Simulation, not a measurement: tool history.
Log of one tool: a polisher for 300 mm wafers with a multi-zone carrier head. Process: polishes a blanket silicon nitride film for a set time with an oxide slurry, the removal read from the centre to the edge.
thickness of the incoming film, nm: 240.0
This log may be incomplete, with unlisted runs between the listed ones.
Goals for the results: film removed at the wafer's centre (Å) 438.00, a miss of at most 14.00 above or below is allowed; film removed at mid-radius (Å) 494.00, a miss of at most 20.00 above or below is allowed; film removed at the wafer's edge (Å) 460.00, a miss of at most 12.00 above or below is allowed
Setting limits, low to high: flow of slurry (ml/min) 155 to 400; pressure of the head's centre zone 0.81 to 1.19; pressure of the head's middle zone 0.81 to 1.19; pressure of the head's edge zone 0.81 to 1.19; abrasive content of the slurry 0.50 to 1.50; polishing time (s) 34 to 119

run,hour,flow of slurry (ml/min),pressure of the head's centre zone,pressure of the head's middle zone,pressure of the head's edge zone,abrasive content of the slurry,polishing time (s),film removed at the wafer's centre (Å),film removed at mid-radius (Å),film removed at the wafer's edge (Å)
1,0.0,255,1.00,1.00,1.00,1.00,76,594.20,594.28,610.94
2,4.3,255,0.99,1.00,0.98,0.95,76,579.84,574.03,597.87
3,10.0,255,0.99,0.96,0.98,0.95,76,587.40,563.52,603.02
4,12.0,255,0.98,0.98,0.97,0.90,76,570.61,562.74,573.36
5,15.1,255,0.98,0.98,0.91,0.90,76,564.80,556.54,569.72
6,22.8,310,0.98,0.98,0.91,0.90,76,569.86,566.44,569.79
7,29.2,310,0.98,0.98,0.91,0.90,76,576.94,554.56,579.71
8,29.8,310,0.98,0.98,0.91,0.90,76,571.86,569.09,575.93
9,38.9,270,0.88,1.03,0.81,0.65,75,449.15,514.73,476.42

Which single option among these 5 for the next run brings every result within its allowed miss of target? Just one does.
A,48.0,265,0.85,1.08,0.92,0.80,72,?,?,?
B,48.0,305,0.90,1.06,0.83,0.60,73,?,?,?
C,48.0,245,0.91,1.06,0.83,0.60,81,?,?,?
D,48.0,225,0.87,1.13,0.81,0.70,74,?,?,?
E,48.0,280,0.87,1.01,0.86,0.75,71,?,?,?

move,film removed at the wafer's centre (Å),film removed at mid-radius (Å),film removed at the wafer's edge (Å)
A,452.43,559.16,519.42
B,442.62,508.81,459.67
C,486.97,554.65,503.26
D,446.50,557.85,479.26
E,448.13,515.54,489.56
A: further off than the last run
B: hits every target within its allowed miss
C: further off than the last run
D: further off than the last run
E: further off than the last run
Answer: B
